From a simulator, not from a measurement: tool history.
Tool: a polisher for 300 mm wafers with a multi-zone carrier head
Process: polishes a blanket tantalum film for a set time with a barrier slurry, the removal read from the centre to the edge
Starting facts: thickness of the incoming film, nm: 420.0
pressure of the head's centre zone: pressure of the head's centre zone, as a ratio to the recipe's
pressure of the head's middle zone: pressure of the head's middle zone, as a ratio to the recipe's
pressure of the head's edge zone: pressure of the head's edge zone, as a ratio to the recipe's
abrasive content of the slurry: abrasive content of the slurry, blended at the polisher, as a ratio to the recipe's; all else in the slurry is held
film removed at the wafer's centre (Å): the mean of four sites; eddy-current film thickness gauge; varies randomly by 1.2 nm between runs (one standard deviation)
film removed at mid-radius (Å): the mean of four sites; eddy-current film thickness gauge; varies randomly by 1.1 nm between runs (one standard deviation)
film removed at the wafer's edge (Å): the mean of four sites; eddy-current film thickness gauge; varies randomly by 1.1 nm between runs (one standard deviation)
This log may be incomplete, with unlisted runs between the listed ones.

| run | hour | flow of slurry (ml/min) | pressure of the head's centre zone | pressure of the head's middle zone | pressure of the head's edge zone | abrasive content of the slurry | polishing time (s) | film removed at the wafer's centre (Å) | film removed at mid-radius (Å) | film removed at the wafer's edge (Å) |
|---|---|---|---|---|---|---|---|---|---|---|
| 1 | 0 | 140 | 1 | 1 | 1 | 1 | 70 | 1378.6 | 1367.2 | 1340.8 |
| 2 | 4.5 | 135 | 0.96 | 1 | 0.97 | 0.9 | 69 | 1269.2 | 1324.1 | 1261.2 |
| 3 | 13.2 | 120 | 0.96 | 1 | 0.97 | 0.9 | 69 | 1210.3 | 1250.6 | 1251.4 |
| 4 | 17.5 | 120 | 0.94 | 1 | 0.95 | 0.8 | 67 | 1099.4 | 1161.2 | 1141.1 |
| 5 | 22.4 | 115 | 0.92 | 1 | 0.93 | 0.75 | 67 | 1030.9 | 1144.5 | 1118.9 |
| 6 | 30.2 | 115 | 0.92 | 0.95 | 0.93 | 0.75 | 67 | 1042.1 | 1114.6 | 1116.7 |
| 7 | 36.9 | 115 | 0.91 | 0.96 | 0.91 | 0.7 | 67 | 995.61 | 1106.9 | 1068.5 |
| 8 | 43.7 | 95 | 0.87 | 0.95 | 0.84 | 0.65 | 67 | 844.21 | 983.94 | 951.59 |

Run 9, settings as shown, results not yet in. Your forecast:
| 9 | 44.3 | 100 | 0.87 | 0.95 | 0.84 | 0.65 | 67 | ? | ? | ? |

film removed at the wafer's centre (Å): 899.3
film removed at mid-radius (Å): 1001.8
film removed at the wafer's edge (Å): 985.08
